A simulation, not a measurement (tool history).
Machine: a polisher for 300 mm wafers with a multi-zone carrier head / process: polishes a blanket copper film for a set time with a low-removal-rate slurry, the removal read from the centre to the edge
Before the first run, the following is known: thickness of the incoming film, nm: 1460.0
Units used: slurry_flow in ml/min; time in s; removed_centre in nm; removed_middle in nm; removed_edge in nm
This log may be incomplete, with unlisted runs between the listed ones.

{"run": 1, "hour": 0.0, "slurry_flow": 125, "centre_zone": 1.0, "middle_zone": 1.0, "edge_zone": 1.0, "slurry_solids": 1.0, "time": 38, "removed_centre": 123.03, "removed_middle": 123.12, "removed_edge": 121.71}
{"run": 2, "hour": 3.3, "slurry_flow": 120, "centre_zone": 1.01, "middle_zone": 0.97, "edge_zone": 1.0, "slurry_solids": 0.95, "time": 38, "removed_centre": 121.3, "removed_middle": 116.21, "removed_edge": 120.72}
{"run": 3, "hour": 10.2, "slurry_flow": 115, "centre_zone": 1.02, "middle_zone": 0.95, "edge_zone": 0.98, "slurry_solids": 0.9, "time": 38, "removed_centre": 120.03, "removed_middle": 112.67, "removed_edge": 117.68}
{"run": 4, "hour": 11.9, "slurry_flow": 115, "centre_zone": 1.02, "middle_zone": 0.87, "edge_zone": 0.98, "slurry_solids": 0.9, "time": 38, "removed_centre": 118.11, "removed_middle": 105.14, "removed_edge": 119.26}
{"run": 5, "hour": 19.1, "slurry_flow": 125, "centre_zone": 1.02, "middle_zone": 0.87, "edge_zone": 0.98, "slurry_solids": 0.9, "time": 38, "removed_centre": 121.04, "removed_middle": 107.51, "removed_edge": 121.52}
{"run": 6, "hour": 27.5, "slurry_flow": 120, "centre_zone": 1.03, "middle_zone": 0.86, "edge_zone": 0.97, "slurry_solids": 0.85, "time": 38, "removed_centre": 124.88, "removed_middle": 102.54, "removed_edge": 115.78}
{"run": 7, "hour": 33.0, "slurry_flow": 115, "centre_zone": 1.03, "middle_zone": 0.85, "edge_zone": 0.97, "slurry_solids": 0.8, "time": 38, "removed_centre": 119.38, "removed_middle": 99.964, "removed_edge": 111.55}

Run 8 comes next. What will it give?
{"run": 8, "hour": 38.5, "slurry_flow": 90, "centre_zone": 1.13, "middle_zone": 0.81, "edge_zone": 1.07, "slurry_solids": 0.6, "time": 34, "removed_centre": "?", "removed_middle": "?", "removed_edge": "?"}

{"run 8": {"removed_centre": 105.77, "removed_middle": 77.956, "removed_edge": 99.651}}
